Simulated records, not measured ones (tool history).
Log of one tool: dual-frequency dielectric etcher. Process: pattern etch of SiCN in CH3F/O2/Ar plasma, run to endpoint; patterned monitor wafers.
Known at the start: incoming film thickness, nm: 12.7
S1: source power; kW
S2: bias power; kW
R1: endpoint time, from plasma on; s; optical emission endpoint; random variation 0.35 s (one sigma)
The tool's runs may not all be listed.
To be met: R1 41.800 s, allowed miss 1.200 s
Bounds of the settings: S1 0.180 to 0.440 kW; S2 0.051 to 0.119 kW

run 1 hour=0.0 | S1=0.310 S2=0.085 | R1=36.300
run 2 hour=3.5 | S1=0.300 S2=0.084 | R1=37.521
run 3 hour=6.6 | S1=0.350 S2=0.084 | R1=35.488
run 4 hour=9.1 | S1=0.340 S2=0.082 | R1=36.541
run 5 hour=12.2 | S1=0.330 S2=0.081 | R1=37.071
run 6 hour=13.5 | S1=0.380 S2=0.081 | R1=35.771
run 7 hour=20.0 | S1=0.380 S2=0.081 | R1=35.476
run 8 hour=25.5 | S1=0.370 S2=0.079 | R1=36.569
run 9 hour=33.9 | S1=0.310 S2=0.072 | R1=39.522

4 next moves are on the table. One of them brings every result within its allowed miss. Which?
run A hour=42.3 | S1=0.310 S2=0.078 | R1=?
run B hour=42.3 | S1=0.330 S2=0.071 | R1=?
run C hour=42.3 | S1=0.290 S2=0.066 | R1=?
run D hour=42.3 | S1=0.330 S2=0.075 | R1=?

move=A R1=38.314
move=B R1=39.241
move=C R1=42.152
move=D R1=38.282
A: further off than the last run
B: further off than the last run
C: meets every target
D: further off than the last run
The right move is C.
